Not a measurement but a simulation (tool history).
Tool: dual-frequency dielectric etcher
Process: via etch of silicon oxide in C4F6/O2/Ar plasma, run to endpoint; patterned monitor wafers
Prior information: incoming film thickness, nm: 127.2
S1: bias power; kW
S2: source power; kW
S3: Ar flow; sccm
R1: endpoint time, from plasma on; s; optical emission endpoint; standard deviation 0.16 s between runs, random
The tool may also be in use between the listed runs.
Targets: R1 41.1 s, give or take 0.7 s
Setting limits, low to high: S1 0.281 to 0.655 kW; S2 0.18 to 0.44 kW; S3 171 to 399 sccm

Run 1, hour 0: S1 0.468 kW, S2 0.31 kW, S3 285 sccm. Result: R1 32.517 s.
Run 2, hour 7.7: S1 0.424 kW, S2 0.31 kW, S3 285 sccm. Result: R1 34.278 s.
Run 3, hour 12.6: S1 0.382 kW, S2 0.3 kW, S3 287 sccm. Result: R1 36.56 s.
Run 4, hour 20.9: S1 0.352 kW, S2 0.3 kW, S3 287 sccm. Result: R1 38.077 s.
Run 5, hour 28.4: S1 0.334 kW, S2 0.3 kW, S3 287 sccm. Result: R1 39.099 s.
Run 6, hour 34.8: S1 0.334 kW, S2 0.3 kW, S3 242 sccm. Result: R1 38.522 s.
Run 7, hour 42.8: S1 0.318 kW, S2 0.3 kW, S3 242 sccm. Result: R1 39.78 s.
Run 8, hour 46.7: S1 0.31 kW, S2 0.3 kW, S3 242 sccm. Result: R1 40.381 s.

Which one of the following 4 next-run settings gets every result inside its allowed miss? There is exactly one.
Run A, hour 50.6: S1 0.286 kW, S2 0.32 kW, S3 230 sccm. Result: R1 ?.
Run B, hour 50.6: S1 0.321 kW, S2 0.29 kW, S3 231 sccm. Result: R1 ?.
Run C, hour 50.6: S1 0.309 kW, S2 0.31 kW, S3 185 sccm. Result: R1 ?.
Run D, hour 50.6: S1 0.321 kW, S2 0.31 kW, S3 274 sccm. Result: R1 ?.

move      R1
   A  41.017
   B  39.549
   C   38.81
   D  39.356
A: meets every target
B: further off than the last run
C: further off than the last run
D: further off than the last run
The right move is A.
